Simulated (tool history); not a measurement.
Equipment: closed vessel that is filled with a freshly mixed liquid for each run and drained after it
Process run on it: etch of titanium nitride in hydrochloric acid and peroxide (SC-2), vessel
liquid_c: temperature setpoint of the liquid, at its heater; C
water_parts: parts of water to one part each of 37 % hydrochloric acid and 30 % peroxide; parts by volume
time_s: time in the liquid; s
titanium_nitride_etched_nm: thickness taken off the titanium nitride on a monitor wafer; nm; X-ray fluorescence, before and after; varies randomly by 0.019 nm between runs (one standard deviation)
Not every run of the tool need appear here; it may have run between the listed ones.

run,hour,liquid_c,water_parts,time_s,titanium_nitride_etched_nm
1,0.0,62.0,5,180,11.333
2,6.2,62.0,5,190,12.043
3,10.5,62.0,5,180,11.284
4,11.4,60.5,5,180,10.372
5,14.3,60.5,5,180,10.407
6,17.5,67.0,5,180,15.441

What will run 7 give?
7,26.1,65.0,5,180,?

titanium_nitride_etched_nm: 13.675 nm
